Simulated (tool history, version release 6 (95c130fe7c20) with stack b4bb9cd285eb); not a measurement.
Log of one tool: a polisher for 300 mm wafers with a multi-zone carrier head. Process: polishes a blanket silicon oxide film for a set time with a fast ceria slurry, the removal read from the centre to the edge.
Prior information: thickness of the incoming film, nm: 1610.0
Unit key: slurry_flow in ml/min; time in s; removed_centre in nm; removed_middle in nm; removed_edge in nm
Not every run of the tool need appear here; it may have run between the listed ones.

{"run": 1, "hour": 0.0, "slurry_flow": 260, "centre_zone": 1, "middle_zone": 1, "edge_zone": 1, "time": 33, "removed_centre": 590.58, "removed_middle": 587.76, "removed_edge": 581.77}
{"run": 2, "hour": 3.1, "slurry_flow": 265, "centre_zone": 1.01, "middle_zone": 1, "edge_zone": 1.02, "time": 33, "removed_centre": 580.85, "removed_middle": 578.28, "removed_edge": 588.54}
{"run": 3, "hour": 5.5, "slurry_flow": 265, "centre_zone": 0.97, "middle_zone": 1, "edge_zone": 1.02, "time": 33, "removed_centre": 567.59, "removed_middle": 584.61, "removed_edge": 591.7}
{"run": 4, "hour": 6.2, "slurry_flow": 300, "centre_zone": 0.97, "middle_zone": 1, "edge_zone": 1.02, "time": 33, "removed_centre": 572.66, "removed_middle": 604.34, "removed_edge": 589.05}
{"run": 5, "hour": 14.7, "slurry_flow": 300, "centre_zone": 0.99, "middle_zone": 1, "edge_zone": 1.03, "time": 33, "removed_centre": 587.75, "removed_middle": 572.8, "removed_edge": 594.96}
{"run": 6, "hour": 19.0, "slurry_flow": 300, "centre_zone": 0.99, "middle_zone": 1, "edge_zone": 1.03, "time": 41, "removed_centre": 724.52, "removed_middle": 731.27, "removed_edge": 742.28}
{"run": 7, "hour": 21.6, "slurry_flow": 300, "centre_zone": 0.99, "middle_zone": 0.99, "edge_zone": 1.02, "time": 41, "removed_centre": 732.31, "removed_middle": 727.65, "removed_edge": 741.38}
{"run": 8, "hour": 29.3, "slurry_flow": 300, "centre_zone": 0.99, "middle_zone": 0.98, "edge_zone": 1.01, "time": 41, "removed_centre": 729.55, "removed_middle": 724.99, "removed_edge": 738.64}
{"run": 9, "hour": 35.3, "slurry_flow": 300, "centre_zone": 0.99, "middle_zone": 0.97, "edge_zone": 1, "time": 41, "removed_centre": 730.08, "removed_middle": 713.75, "removed_edge": 733.34}

Run 10 comes next. What will it give?
{"run": 10, "hour": 37.6, "slurry_flow": 300, "centre_zone": 0.99, "middle_zone": 0.96, "edge_zone": 0.99, "time": 41, "removed_centre": "?", "removed_middle": "?", "removed_edge": "?"}

removed_centre: 732.13 nm
removed_middle: 716.98 nm
removed_edge: 732.95 nm
